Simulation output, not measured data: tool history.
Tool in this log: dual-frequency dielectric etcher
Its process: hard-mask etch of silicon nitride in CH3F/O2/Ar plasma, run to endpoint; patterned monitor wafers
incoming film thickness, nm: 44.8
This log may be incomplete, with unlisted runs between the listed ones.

{"run": 1, "hour": 0.0, "source power (W)": 380, "bias power (W)": 83, "endpoint time (s)": 60.564}
{"run": 2, "hour": 8.7, "source power (W)": 410, "bias power (W)": 85, "endpoint time (s)": 58.697}
{"run": 3, "hour": 10.0, "source power (W)": 410, "bias power (W)": 74, "endpoint time (s)": 62.586}
{"run": 4, "hour": 14.9, "source power (W)": 440, "bias power (W)": 78, "endpoint time (s)": 59.328}
{"run": 5, "hour": 21.4, "source power (W)": 460, "bias power (W)": 80, "endpoint time (s)": 58.048}
{"run": 6, "hour": 30.2, "source power (W)": 420, "bias power (W)": 80, "endpoint time (s)": 60.048}

Run 7 has not been measured yet. What should we expect?
{"run": 7, "hour": 38.1, "source power (W)": 440, "bias power (W)": 82, "endpoint time (s)": "?"}

{"run 7": {"endpoint time (s)": 58.138}}
